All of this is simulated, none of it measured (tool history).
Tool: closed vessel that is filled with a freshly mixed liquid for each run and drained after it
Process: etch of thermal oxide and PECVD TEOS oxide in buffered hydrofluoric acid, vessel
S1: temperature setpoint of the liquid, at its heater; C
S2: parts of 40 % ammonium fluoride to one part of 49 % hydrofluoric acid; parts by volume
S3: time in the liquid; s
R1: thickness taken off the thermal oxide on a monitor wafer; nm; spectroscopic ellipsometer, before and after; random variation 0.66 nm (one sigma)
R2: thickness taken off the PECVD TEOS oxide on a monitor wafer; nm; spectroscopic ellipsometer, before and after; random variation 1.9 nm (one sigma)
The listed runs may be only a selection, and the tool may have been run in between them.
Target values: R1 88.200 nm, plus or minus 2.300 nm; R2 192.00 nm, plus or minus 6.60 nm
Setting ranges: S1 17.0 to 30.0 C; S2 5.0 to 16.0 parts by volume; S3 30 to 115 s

run 1 hour=0.0 | S1=22.0 S2=9.5 S3=60 | R1=64.327 R2=139.55
run 2 hour=5.4 | S1=23.5 S2=9.5 S3=60 | R1=70.926 R2=153.24
run 3 hour=8.4 | S1=23.5 S2=9.5 S3=70 | R1=82.430 R2=177.55
run 4 hour=10.2 | S1=23.5 S2=9.5 S3=95 | R1=112.370 R2=244.44
run 5 hour=13.9 | S1=22.5 S2=9.5 S3=95 | R1=106.050 R2=231.50
run 6 hour=18.6 | S1=21.5 S2=9.5 S3=95 | R1=100.410 R2=219.46
run 7 hour=23.0 | S1=21.0 S2=9.5 S3=95 | R1=97.925 R2=212.84
run 8 hour=26.0 | S1=20.5 S2=9.5 S3=95 | R1=94.966 R2=206.20
run 9 hour=33.7 | S1=20.5 S2=9.5 S3=95 | R1=95.659 R2=209.59
run 10 hour=35.7 | S1=20.0 S2=9.5 S3=95 | R1=91.881 R2=202.50

Exactly one of the 4 candidate moves below puts every result within its allowed miss. Which one?
run A hour=37.7 | S1=19.0 S2=10.5 S3=115 | R1=? R2=?
run B hour=37.7 | S1=20.0 S2=10.0 S3=100 | R1=? R2=?
run C hour=37.7 | S1=19.5 S2=10.5 S3=100 | R1=? R2=?
run D hour=37.7 | S1=23.5 S2=9.5 S3=80 | R1=? R2=?

move=A R1=98.252 R2=208.47
move=B R1=94.770 R2=201.08
move=C R1=87.874 R2=186.45
move=D R1=95.041 R2=201.66
A: its largest miss is bigger than the last run's
B: its largest miss is bigger than the last run's
C: all results land within tolerance of their targets
D: its largest miss is bigger than the last run's
C meets every target.
